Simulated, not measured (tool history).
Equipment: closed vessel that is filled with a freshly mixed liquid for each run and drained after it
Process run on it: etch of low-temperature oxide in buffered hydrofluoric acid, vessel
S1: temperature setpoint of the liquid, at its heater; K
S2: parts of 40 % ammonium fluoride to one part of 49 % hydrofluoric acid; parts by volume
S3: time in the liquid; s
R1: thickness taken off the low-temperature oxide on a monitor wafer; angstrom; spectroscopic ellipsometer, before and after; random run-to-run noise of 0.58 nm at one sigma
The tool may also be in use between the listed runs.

run    day      S1    S2  S3      R1
  1  0.000  297.15  23.5  90  1379.7
  2  0.262  298.15  23.5  90  1460.4
  3  0.583  299.15  23.5  90  1536.9
  4  0.917  299.15  23.5  90  1540.8
  5  1.254  299.65  23.5  90  1578.5
  6  1.633  297.15  23.5  90  1373.0

Predict the results of run 7:
  7  1.992  298.15  23.5  90   ?

{"run 7": {"R1": 1459.2}}
